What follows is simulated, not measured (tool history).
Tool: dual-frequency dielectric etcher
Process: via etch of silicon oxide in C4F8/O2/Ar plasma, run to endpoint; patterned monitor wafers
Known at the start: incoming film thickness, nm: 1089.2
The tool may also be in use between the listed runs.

run,day,source power (kW),bias power (kW),endpoint time (s)
1,0,1.94,1.44,205.46
2,0.117,1.87,1.426,208.48
3,0.325,1.87,1.21,218.55
4,0.617,2,1.21,211.69
5,0.75,2.34,1.21,203.81
6,0.817,2.25,1.18,211.35

Run 7 comes next. What will it give?
7,1.133,2.19,1.154,?

Run 7 gave endpoint time (s) 211.16.

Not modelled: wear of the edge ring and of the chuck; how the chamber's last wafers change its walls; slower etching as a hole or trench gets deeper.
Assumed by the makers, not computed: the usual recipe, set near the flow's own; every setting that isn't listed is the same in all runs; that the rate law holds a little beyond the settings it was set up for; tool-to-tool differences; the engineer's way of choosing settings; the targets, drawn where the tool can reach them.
